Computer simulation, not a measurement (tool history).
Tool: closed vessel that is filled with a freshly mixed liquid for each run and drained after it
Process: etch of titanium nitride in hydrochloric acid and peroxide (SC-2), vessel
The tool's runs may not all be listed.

| run | hour | temperature setpoint of the liquid (K) | parts of water to one part each of 37 % hydrochloric acid and 30 % peroxide (parts by volume) | time in the liquid (s) | thickness taken off the titanium nitride on a monitor wafer (angstrom) |
|---|---|---|---|---|---|
| 1 | 0 | 330.15 | 8.5 | 210 | 131.6 |
| 2 | 4.3 | 330.15 | 8.5 | 210 | 130.07 |
| 3 | 8.3 | 330.15 | 8.5 | 210 | 131.43 |
| 4 | 15.3 | 330.65 | 8.5 | 210 | 135.47 |
| 5 | 20.7 | 330.65 | 8.5 | 210 | 135.99 |
| 6 | 23.4 | 327.65 | 8.5 | 210 | 110.32 |
| 7 | 29.4 | 328.65 | 8.5 | 210 | 118.29 |
| 8 | 32.5 | 328.65 | 8.5 | 210 | 118.75 |

Run 9 comes next. What will it give?
| 9 | 40.6 | 329.15 | 8.5 | 210 | ? |

{"run 9": {"thickness taken off the titanium nitride on a monitor wafer (angstrom)": 122.91}}
